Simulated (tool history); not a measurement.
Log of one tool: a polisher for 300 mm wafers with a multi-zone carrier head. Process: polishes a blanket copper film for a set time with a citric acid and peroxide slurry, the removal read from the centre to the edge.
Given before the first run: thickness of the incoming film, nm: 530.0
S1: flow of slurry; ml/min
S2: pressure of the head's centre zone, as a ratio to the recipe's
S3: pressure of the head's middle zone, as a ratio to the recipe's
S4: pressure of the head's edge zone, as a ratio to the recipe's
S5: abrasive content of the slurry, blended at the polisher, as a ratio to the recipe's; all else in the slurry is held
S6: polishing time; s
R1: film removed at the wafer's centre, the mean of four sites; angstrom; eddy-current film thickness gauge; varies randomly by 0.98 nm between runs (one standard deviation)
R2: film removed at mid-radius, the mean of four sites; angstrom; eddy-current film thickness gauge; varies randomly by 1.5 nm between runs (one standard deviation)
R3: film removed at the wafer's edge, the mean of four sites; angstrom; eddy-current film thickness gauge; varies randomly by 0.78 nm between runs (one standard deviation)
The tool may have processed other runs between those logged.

{"run": 1, "hour": 0.0, "S1": 295, "S2": 1.0, "S3": 1.0, "S4": 1.0, "S5": 1.0, "S6": 75, "R1": 1623.4, "R2": 1616.0, "R3": 1542.5}
{"run": 2, "hour": 3.4, "S1": 295, "S2": 1.0, "S3": 1.06, "S4": 1.0, "S5": 1.0, "S6": 75, "R1": 1632.5, "R2": 1735.3, "R3": 1514.7}
{"run": 3, "hour": 10.2, "S1": 260, "S2": 1.0, "S3": 1.06, "S4": 1.0, "S5": 1.0, "S6": 75, "R1": 1589.5, "R2": 1679.9, "R3": 1507.9}
{"run": 4, "hour": 18.1, "S1": 255, "S2": 0.98, "S3": 1.03, "S4": 0.98, "S5": 0.9, "S6": 72, "R1": 1435.5, "R2": 1549.8, "R3": 1364.9}
{"run": 5, "hour": 21.3, "S1": 255, "S2": 0.94, "S3": 1.03, "S4": 0.98, "S5": 0.9, "S6": 72, "R1": 1390.4, "R2": 1519.8, "R3": 1384.6}
{"run": 6, "hour": 23.5, "S1": 255, "S2": 0.94, "S3": 1.03, "S4": 1.01, "S5": 0.9, "S6": 72, "R1": 1367.8, "R2": 1536.5, "R3": 1402.9}
{"run": 7, "hour": 27.9, "S1": 250, "S2": 0.93, "S3": 0.98, "S4": 0.98, "S5": 0.8, "S6": 71, "R1": 1298.3, "R2": 1356.9, "R3": 1301.1}
{"hour": 34.3, "done": "edge zone pressure recalibrated"}
{"run": 8, "hour": 34.3, "S1": 240, "S2": 0.91, "S3": 0.96, "S4": 0.95, "S5": 0.75, "S6": 71, "R1": 1258.7, "R2": 1322.5, "R3": 1314.7}
{"run": 9, "hour": 39.3, "S1": 240, "S2": 0.92, "S3": 0.95, "S4": 0.95, "S5": 0.7, "S6": 69, "R1": 1180.3, "R2": 1250.9, "R3": 1254.3}

Expected results for the next run?
{"run": 10, "hour": 44.3, "S1": 235, "S2": 0.94, "S3": 0.94, "S4": 0.93, "S5": 0.65, "S6": 68, "R1": "?", "R2": "?", "R3": "?"}

Run 10 yielded R1 1166.7 angstrom, R2 1156.1 angstrom, R3 1193.3 angstrom.

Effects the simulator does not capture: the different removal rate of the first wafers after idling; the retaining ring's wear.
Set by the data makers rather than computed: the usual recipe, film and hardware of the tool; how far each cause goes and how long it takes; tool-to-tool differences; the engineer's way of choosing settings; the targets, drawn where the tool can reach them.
